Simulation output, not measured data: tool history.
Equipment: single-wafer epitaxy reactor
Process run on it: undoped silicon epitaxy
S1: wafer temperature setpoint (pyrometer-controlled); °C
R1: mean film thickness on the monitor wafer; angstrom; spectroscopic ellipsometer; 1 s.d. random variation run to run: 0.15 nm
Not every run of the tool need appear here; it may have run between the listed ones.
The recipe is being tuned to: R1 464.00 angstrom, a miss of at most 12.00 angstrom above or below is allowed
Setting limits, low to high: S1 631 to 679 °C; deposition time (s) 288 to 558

run 1 hour=0.0 | S1=655 deposition_time_(s)=423 | R1=787.47
run 2 hour=1.1 | S1=665 deposition_time_(s)=423 | R1=1007.80
run 3 hour=3.9 | S1=665 deposition_time_(s)=478 | R1=1136.40
run 4 hour=4.6 | S1=665 deposition_time_(s)=442 | R1=1050.80
run 5 hour=8.1 | S1=656 deposition_time_(s)=442 | R1=839.86
run 6 hour=14.1 | S1=652 deposition_time_(s)=441 | R1=763.68
run 7 hour=21.0 | S1=640 deposition_time_(s)=423 | R1=540.24
run 8 hour=25.4 | S1=639 deposition_time_(s)=423 | R1=526.70
run 9 hour=26.7 | S1=638 deposition_time_(s)=423 | R1=513.44
run 10 hour=35.0 | S1=637 deposition_time_(s)=423 | R1=500.10

Exactly one of the 5 candidate moves below puts every result within its allowed miss. Which one?
run A hour=43.3 | S1=644 deposition_time_(s)=404 | R1=?
run B hour=43.3 | S1=635 deposition_time_(s)=480 | R1=?
run C hour=43.3 | S1=633 deposition_time_(s)=438 | R1=?
run D hour=43.3 | S1=643 deposition_time_(s)=414 | R1=?
run E hour=43.3 | S1=637 deposition_time_(s)=431 | R1=?

move=A R1=569.72
move=B R1=537.91
move=C R1=466.08
move=D R1=569.25
move=E R1=508.54
A: misses by more than the last run did
B: misses by more than the last run did
C: every result within its allowed miss
D: misses by more than the last run did
E: misses by more than the last run did
The move that meets every target is C.
